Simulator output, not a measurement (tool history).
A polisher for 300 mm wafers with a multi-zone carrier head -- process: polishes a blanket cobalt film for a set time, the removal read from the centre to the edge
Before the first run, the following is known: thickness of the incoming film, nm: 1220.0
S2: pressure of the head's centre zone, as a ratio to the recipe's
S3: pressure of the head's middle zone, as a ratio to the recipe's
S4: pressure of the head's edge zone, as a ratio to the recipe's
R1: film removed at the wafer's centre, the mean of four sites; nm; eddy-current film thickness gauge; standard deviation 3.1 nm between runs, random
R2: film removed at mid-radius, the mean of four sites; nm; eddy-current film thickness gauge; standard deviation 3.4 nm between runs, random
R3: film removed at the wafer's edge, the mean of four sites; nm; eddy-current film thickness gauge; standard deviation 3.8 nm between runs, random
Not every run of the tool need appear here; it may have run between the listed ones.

run 1 hour=0.0 | flow_of_slurry_(ml/min)=250 S2=1.00 S3=1.00 S4=1.00 polishing_time_(s)=62 | R1=467.74 R2=463.10 R3=468.28
run 2 hour=8.5 | flow_of_slurry_(ml/min)=300 S2=1.00 S3=1.00 S4=1.00 polishing_time_(s)=62 | R1=471.50 R2=474.29 R3=475.74
run 3 hour=15.6 | flow_of_slurry_(ml/min)=300 S2=1.00 S3=1.08 S4=1.00 polishing_time_(s)=62 | R1=480.74 R2=506.64 R3=470.66
run 4 hour=17.0 | flow_of_slurry_(ml/min)=290 S2=1.03 S3=1.06 S4=0.96 polishing_time_(s)=58 | R1=463.25 R2=452.87 R3=428.62
run 5 hour=18.1 | flow_of_slurry_(ml/min)=290 S2=1.03 S3=1.06 S4=1.01 polishing_time_(s)=58 | R1=460.71 R2=466.96 R3=445.32
run 6 hour=21.6 | flow_of_slurry_(ml/min)=290 S2=1.11 S3=1.06 S4=1.01 polishing_time_(s)=58 | R1=495.26 R2=463.85 R3=439.55

Run 7 is up next; what results do you expect?
run 7 hour=23.9 | flow_of_slurry_(ml/min)=285 S2=1.10 S3=1.06 S4=0.96 polishing_time_(s)=55 | R1=? R2=? R3=?

{"run 7": {"R1": 461.48, "R2": 442.36, "R3": 399.96}}

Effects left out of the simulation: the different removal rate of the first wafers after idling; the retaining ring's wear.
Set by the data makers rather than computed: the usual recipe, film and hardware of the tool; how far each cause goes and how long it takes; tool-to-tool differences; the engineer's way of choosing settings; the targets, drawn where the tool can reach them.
